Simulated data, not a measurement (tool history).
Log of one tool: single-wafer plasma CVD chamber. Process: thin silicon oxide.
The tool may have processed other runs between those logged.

| run | hour | heater temperature setpoint (K) | chamber pressure (Pa) | RF power (W) | deposition time (s) | mean film thickness on the monitor wafer (nm) |
|---|---|---|---|---|---|---|
| 1 | 0.0 | 693.15 | 84.7 | 345 | 3.05 | 4.6545 |
| 2 | 5.0 | 685.15 | 84.7 | 345 | 3.05 | 4.6690 |
| 3 | 10.7 | 690.15 | 84.7 | 345 | 3.05 | 4.6691 |
| 4 | 16.3 | 690.15 | 79.3 | 345 | 3.05 | 4.3878 |
| 5 | 22.6 | 681.15 | 79.3 | 345 | 3.05 | 4.4233 |
| 6 | 26.0 | 681.15 | 79.3 | 315 | 3.05 | 4.2773 |
| 7 | 33.9 | 681.15 | 79.3 | 315 | 3.05 | 4.3044 |

Run 8, settings as shown, results not yet in. Your forecast:
| 8 | 38.0 | 681.15 | 74.8 | 315 | 3.05 | ? |

mean film thickness on the monitor wafer (nm): 4.0866

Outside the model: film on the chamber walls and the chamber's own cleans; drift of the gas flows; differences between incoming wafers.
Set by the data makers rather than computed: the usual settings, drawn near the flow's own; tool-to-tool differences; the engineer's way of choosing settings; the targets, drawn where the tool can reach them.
